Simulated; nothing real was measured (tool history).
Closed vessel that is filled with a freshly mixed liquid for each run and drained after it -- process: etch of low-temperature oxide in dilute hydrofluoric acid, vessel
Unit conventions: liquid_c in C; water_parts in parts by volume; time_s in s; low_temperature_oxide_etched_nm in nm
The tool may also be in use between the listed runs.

run  hour  liquid_c  water_parts  time_s  low_temperature_oxide_etched_nm
  1   0.0      24.0           65     140                           43.129
  2   7.3      24.0           50     140                           57.117
  3  11.5      24.0           50     150                           61.504
  4  15.8      24.0           50     140                           57.290
  5  18.9      25.0           45     140                           66.691
  6  22.1      25.5           45     140                           68.106
  7  31.3      26.0           45     140                           69.676
  8  40.0      26.5           45     140                           71.216
  9  49.3      27.0           45     140                           72.280
 10  56.9      27.5           45     140                           73.975

What does the tool deliver on the next run?
 11  64.7      28.0           45     140                                ?

{"run 11": {"low_temperature_oxide_etched_nm": 75.179}}
